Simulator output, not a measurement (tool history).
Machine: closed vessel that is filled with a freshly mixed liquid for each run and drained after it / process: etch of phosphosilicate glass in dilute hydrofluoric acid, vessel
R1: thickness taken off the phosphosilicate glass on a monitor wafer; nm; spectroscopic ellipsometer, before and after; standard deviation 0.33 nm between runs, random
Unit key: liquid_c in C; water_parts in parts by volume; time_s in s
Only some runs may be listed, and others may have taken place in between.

run 1 day=0.000 | liquid_c=23.0 water_parts=135 time_s=95 | R1=97.229
run 2 day=0.288 | liquid_c=21.5 water_parts=150 time_s=95 | R1=81.114
run 3 day=0.550 | liquid_c=20.5 water_parts=165 time_s=95 | R1=70.377
run 4 day=0.596 | liquid_c=23.5 water_parts=165 time_s=95 | R1=78.401
run 5 day=0.946 | liquid_c=23.5 water_parts=165 time_s=105 | R1=86.868
run 6 day=0.996 | liquid_c=20.5 water_parts=165 time_s=105 | R1=76.176
run 7 day=1.246 | liquid_c=19.5 water_parts=175 time_s=105 | R1=68.938
run 8 day=1.333 | liquid_c=19.0 water_parts=185 time_s=105 | R1=63.491
run 9 day=1.592 | liquid_c=18.5 water_parts=195 time_s=105 | R1=58.586
run 10 day=1.617 | liquid_c=18.0 water_parts=205 time_s=105 | R1=54.273
run 11 day=1.696 | liquid_c=18.0 water_parts=210 time_s=105 | R1=52.827
run 12 day=2.050 | liquid_c=18.0 water_parts=210 time_s=105 | R1=52.501

Expected results for the next run?
run 13 day=2.392 | liquid_c=18.0 water_parts=215 time_s=105 | R1=?

Run 13 produced R1 51.384 nm.
